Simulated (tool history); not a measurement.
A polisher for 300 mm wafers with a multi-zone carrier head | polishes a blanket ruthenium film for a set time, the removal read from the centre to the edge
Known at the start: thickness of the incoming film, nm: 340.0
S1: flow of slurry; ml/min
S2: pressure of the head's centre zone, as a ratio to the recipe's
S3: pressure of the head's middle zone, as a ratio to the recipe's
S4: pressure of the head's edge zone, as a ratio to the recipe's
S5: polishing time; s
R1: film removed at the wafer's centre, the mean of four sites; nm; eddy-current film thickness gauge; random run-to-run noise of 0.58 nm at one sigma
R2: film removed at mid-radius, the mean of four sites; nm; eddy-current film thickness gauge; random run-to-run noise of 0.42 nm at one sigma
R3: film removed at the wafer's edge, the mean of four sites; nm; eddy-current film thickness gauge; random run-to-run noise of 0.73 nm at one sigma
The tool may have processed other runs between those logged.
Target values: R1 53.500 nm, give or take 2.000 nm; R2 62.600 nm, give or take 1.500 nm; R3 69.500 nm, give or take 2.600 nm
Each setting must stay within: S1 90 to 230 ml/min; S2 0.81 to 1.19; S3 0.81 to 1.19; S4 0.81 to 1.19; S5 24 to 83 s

run  hour   S1    S2    S3    S4  S5      R1      R2      R3
  1   0.0  150  1.00  1.00  1.00  53  73.275  74.116  76.063
  2   0.7  150  1.00  1.00  1.00  58  79.711  81.488  81.492
  3   3.1  150  1.00  1.00  1.00  51  70.475  70.860  72.317
  4  11.0  135  0.94  0.98  1.01  51  65.517  68.137  73.775
  5  11.9  135  0.94  0.98  1.01  40  51.251  54.311  57.062
  6  13.1  135  0.87  0.98  1.01  40  47.042  53.458  56.108
  7  18.7  135  0.87  0.99  1.06  42  49.154  57.075  59.593
  8  23.6  135  0.86  0.98  1.09  44  51.819  58.642  65.120
  9  24.2  145  0.85  0.99  1.11  44  50.786  60.390  64.548
 10  27.4  145  0.85  0.99  1.13  44  50.930  60.014  65.964

Of the 4 settings listed for the next run, only one would bring every result within its allowed miss of target. Which one?
  A  30.6  185  0.87  1.00  1.16  41   ?   ?   ?
  B  30.6   90  0.91  1.08  1.19  48   ?   ?   ?
  C  30.6  160  0.89  0.99  1.15  41   ?   ?   ?
  D  30.6  135  0.91  0.90  1.18  45   ?   ?   ?

move      R1      R2      R3
   A  51.246  58.364  64.395
   B  54.071  62.829  69.573
   C  51.170  56.751  63.106
   D  55.597  57.146  68.840
A: further off than the last run
B: every result within its allowed miss
C: further off than the last run
D: further off than the last run
So the answer is move B, the one that meets all the targets.
